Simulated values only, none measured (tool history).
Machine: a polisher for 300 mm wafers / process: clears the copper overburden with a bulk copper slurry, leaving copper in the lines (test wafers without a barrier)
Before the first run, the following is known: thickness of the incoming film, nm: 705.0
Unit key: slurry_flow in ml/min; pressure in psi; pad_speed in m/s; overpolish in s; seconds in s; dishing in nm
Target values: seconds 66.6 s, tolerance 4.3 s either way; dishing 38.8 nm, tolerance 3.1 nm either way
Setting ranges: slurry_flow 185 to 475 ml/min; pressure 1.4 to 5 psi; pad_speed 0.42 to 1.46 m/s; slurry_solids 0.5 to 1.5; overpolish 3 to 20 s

run	hour	slurry_flow	pressure	pad_speed	slurry_solids	overpolish	seconds	dishing
1	0	305	3.2	0.94	1	10	70.24	65.957
2	4.4	305	3.2	0.74	1	10	89.001	53.929
3	10.1	305	3.3	0.74	1	9	88.002	51.466
4	14.6	305	3.3	0.76	1	8	82.244	45.326
# hour 21.5: head pressure recalibrated
5	21.5	235	3.3	0.76	1	8	88.039	47.465
6	26.5	235	3.3	0.76	1	6	85.078	36.91
7	32.3	235	3.4	0.76	1	6	82.306	37.674
8	33.8	235	3.5	0.76	1	6	78.892	40.27
9	42.3	240	3.7	0.76	1	5	73.276	35.153
10	47.9	240	3.8	0.76	1	5	75.105	34.601

Which of these 5 next moves meets every target?
A	53.5	185	3.8	0.64	0.95	6	?	?
B	53.5	190	4.3	0.76	1.25	5	?	?
C	53.5	275	3.9	0.84	0.95	4	?	?
D	53.5	200	4	0.94	1.1	5	?	?
E	53.5	275	2.8	0.88	1.15	6	?	?

move	seconds	dishing
A	93.869	33.082
B	67.308	37.984
C	67.01	31.117
D	59.341	42.35
E	78.611	38.357
A: the biggest miss grows against the last run
B: every result lands within tolerance
C: corrects the largest miss of the last run, while another result sits out of spec
D: carries the result that was furthest off beyond its target, to the other side
E: the biggest miss grows against the last run
The move that meets every target is B.
